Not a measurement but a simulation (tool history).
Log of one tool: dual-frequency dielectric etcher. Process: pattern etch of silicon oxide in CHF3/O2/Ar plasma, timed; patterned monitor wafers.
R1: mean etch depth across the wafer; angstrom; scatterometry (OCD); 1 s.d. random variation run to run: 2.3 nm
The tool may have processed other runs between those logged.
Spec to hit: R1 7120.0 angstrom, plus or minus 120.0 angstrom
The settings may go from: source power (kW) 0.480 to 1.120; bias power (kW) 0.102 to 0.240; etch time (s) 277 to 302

run 1 hour=0.0 | source_power_(kW)=0.800 bias_power_(kW)=0.171 etch_time_(s)=302 | R1=6478.1
run 2 hour=1.7 | source_power_(kW)=0.840 bias_power_(kW)=0.172 etch_time_(s)=302 | R1=6592.0
run 3 hour=10.1 | source_power_(kW)=0.840 bias_power_(kW)=0.160 etch_time_(s)=302 | R1=6489.5
run 4 hour=18.7 | source_power_(kW)=0.880 bias_power_(kW)=0.161 etch_time_(s)=302 | R1=6571.1
run 5 hour=21.1 | source_power_(kW)=0.920 bias_power_(kW)=0.163 etch_time_(s)=302 | R1=6667.2
run 6 hour=25.1 | source_power_(kW)=0.920 bias_power_(kW)=0.163 etch_time_(s)=302 | R1=6673.1
run 7 hour=26.1 | source_power_(kW)=0.950 bias_power_(kW)=0.165 etch_time_(s)=302 | R1=6754.9
run 8 hour=30.4 | source_power_(kW)=0.980 bias_power_(kW)=0.167 etch_time_(s)=302 | R1=6894.2
run 9 hour=32.7 | source_power_(kW)=0.990 bias_power_(kW)=0.168 etch_time_(s)=302 | R1=6923.4
run 10 hour=34.7 | source_power_(kW)=1.000 bias_power_(kW)=0.169 etch_time_(s)=302 | R1=6960.8
run 11 hour=36.6 | source_power_(kW)=1.010 bias_power_(kW)=0.170 etch_time_(s)=302 | R1=6999.3

Which of these 4 next moves meets every target?
run A hour=38.5 | source_power_(kW)=1.000 bias_power_(kW)=0.161 etch_time_(s)=302 | R1=?
run B hour=38.5 | source_power_(kW)=0.870 bias_power_(kW)=0.183 etch_time_(s)=302 | R1=?
run C hour=38.5 | source_power_(kW)=1.020 bias_power_(kW)=0.167 etch_time_(s)=294 | R1=?
run D hour=38.5 | source_power_(kW)=1.060 bias_power_(kW)=0.204 etch_time_(s)=287 | R1=?

move=A R1=6821.8
move=B R1=6746.0
move=C R1=6752.2
move=D R1=7062.9
A: moves away from the targets compared with the last run
B: moves away from the targets compared with the last run
C: moves away from the targets compared with the last run
D: every result lands within tolerance
The right move is D.

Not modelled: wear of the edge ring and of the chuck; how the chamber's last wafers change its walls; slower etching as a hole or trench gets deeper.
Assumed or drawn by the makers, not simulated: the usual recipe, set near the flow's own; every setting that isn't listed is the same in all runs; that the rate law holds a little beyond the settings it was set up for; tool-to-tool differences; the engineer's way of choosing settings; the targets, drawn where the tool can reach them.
